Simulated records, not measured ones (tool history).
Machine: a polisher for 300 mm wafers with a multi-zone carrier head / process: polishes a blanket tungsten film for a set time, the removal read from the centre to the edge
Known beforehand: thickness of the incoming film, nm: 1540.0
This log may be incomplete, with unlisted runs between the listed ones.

| run | hour | flow of slurry (ml/min) | pressure of the head's centre zone | pressure of the head's middle zone | pressure of the head's edge zone | abrasive content of the slurry | polishing time (s) | film removed at the wafer's centre (angstrom) | film removed at mid-radius (angstrom) | film removed at the wafer's edge (angstrom) |
|---|---|---|---|---|---|---|---|---|---|---|
| 1 | 0 | 140 | 1 | 1 | 1 | 1 | 60 | 2888.6 | 2758.5 | 2754.1 |
| 2 | 1.7 | 140 | 1 | 0.94 | 1 | 1 | 60 | 2846.4 | 2659.6 | 2699.1 |
| 3 | 6.7 | 150 | 0.98 | 0.97 | 0.97 | 1 | 60 | 2844.5 | 2735.2 | 2664.1 |
| 4 | 9.9 | 150 | 0.98 | 1.05 | 0.97 | 1 | 60 | 2862.9 | 2907.6 | 2736.8 |
| 5 | 18.1 | 150 | 0.98 | 1.05 | 0.97 | 1 | 66 | 3126.2 | 3196.6 | 3069.8 |
|  | 22.6 | centre zone pressure recalibrated |
| 6 | 22.6 | 150 | 0.98 | 1.05 | 0.97 | 1.15 | 66 | 3086 | 3288.8 | 3125.3 |
| 7 | 28.1 | 150 | 0.98 | 1.05 | 0.97 | 1.15 | 66 | 3044.4 | 3282.2 | 3137.4 |
| 8 | 35.1 | 150 | 0.98 | 1.05 | 0.94 | 1.1 | 66 | 3085.5 | 3283.8 | 3066.6 |

Expected results for the next run?
| 9 | 36.2 | 145 | 0.98 | 1.05 | 0.91 | 1.05 | 66 | ? | ? | ? |

Run 9 produced film removed at the wafer's centre (angstrom) 3009.4, film removed at mid-radius (angstrom) 3268.8, film removed at the wafer's edge (angstrom) 2971.2.
